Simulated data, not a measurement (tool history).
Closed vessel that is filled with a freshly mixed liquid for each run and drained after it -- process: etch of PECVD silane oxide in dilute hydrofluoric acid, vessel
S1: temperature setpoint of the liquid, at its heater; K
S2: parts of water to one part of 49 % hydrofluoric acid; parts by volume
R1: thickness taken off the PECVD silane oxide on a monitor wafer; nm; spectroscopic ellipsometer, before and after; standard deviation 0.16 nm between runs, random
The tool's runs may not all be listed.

run 1 hour=0.0 | S1=299.15 S2=180 time_in_the_liquid_(s)=265 | R1=27.701
run 2 hour=0.7 | S1=299.15 S2=180 time_in_the_liquid_(s)=265 | R1=27.938
run 3 hour=3.1 | S1=300.65 S2=180 time_in_the_liquid_(s)=265 | R1=29.134
run 4 hour=5.4 | S1=298.15 S2=180 time_in_the_liquid_(s)=265 | R1=26.873
run 5 hour=9.4 | S1=299.65 S2=180 time_in_the_liquid_(s)=265 | R1=28.306
run 6 hour=13.1 | S1=299.65 S2=180 time_in_the_liquid_(s)=265 | R1=28.202

Forecast run 7:
run 7 hour=13.7 | S1=300.65 S2=180 time_in_the_liquid_(s)=265 | R1=?

{"run 7": {"R1": 29.001}}

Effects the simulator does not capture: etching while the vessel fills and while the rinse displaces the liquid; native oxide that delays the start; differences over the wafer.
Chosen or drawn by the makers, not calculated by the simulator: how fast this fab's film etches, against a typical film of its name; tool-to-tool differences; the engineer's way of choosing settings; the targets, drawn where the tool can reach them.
